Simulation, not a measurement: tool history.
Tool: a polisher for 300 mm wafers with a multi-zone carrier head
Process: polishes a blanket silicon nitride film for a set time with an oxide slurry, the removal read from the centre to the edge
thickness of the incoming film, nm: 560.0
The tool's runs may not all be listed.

| run | hour | flow of slurry (ml/min) | pressure of the head's centre zone | pressure of the head's middle zone | pressure of the head's edge zone | abrasive content of the slurry | polishing time (s) | film removed at the wafer's centre (nm) | film removed at mid-radius (nm) | film removed at the wafer's edge (nm) |
|---|---|---|---|---|---|---|---|---|---|---|
| 1 | 0 | 235 | 1 | 1 | 1 | 1 | 34 | 12.853 | 12.772 | 12.748 |
| 2 | 2.4 | 230 | 0.96 | 0.99 | 0.99 | 0.95 | 34 | 12.279 | 12.611 | 12.503 |
| 3 | 10.2 | 230 | 0.96 | 0.99 | 0.99 | 1.15 | 34 | 13.188 | 13.628 | 13.698 |
| 4 | 15.6 | 230 | 1.01 | 0.99 | 0.99 | 1.15 | 34 | 13.685 | 13.516 | 13.196 |
| 5 | 17.5 | 220 | 0.97 | 1 | 0.98 | 1 | 34 | 12.42 | 12.766 | 12.692 |
| 6 | 18.7 | 220 | 1.05 | 1 | 0.98 | 1 | 34 | 13.533 | 12.522 | 12.723 |
| 7 | 19.2 | 220 | 1 | 1 | 0.99 | 0.9 | 34 | 11.997 | 12.184 | 11.851 |
| 8 | 25.3 | 210 | 0.97 | 0.98 | 1 | 0.85 | 34 | 11.552 | 11.564 | 11.66 |

Expected results for the next run?
| 9 | 31.8 | 200 | 0.94 | 0.98 | 1.01 | 0.8 | 34 | ? | ? | ? |

film removed at the wafer's centre (nm): 10.66
film removed at mid-radius (nm): 11.017
film removed at the wafer's edge (nm): 11.343

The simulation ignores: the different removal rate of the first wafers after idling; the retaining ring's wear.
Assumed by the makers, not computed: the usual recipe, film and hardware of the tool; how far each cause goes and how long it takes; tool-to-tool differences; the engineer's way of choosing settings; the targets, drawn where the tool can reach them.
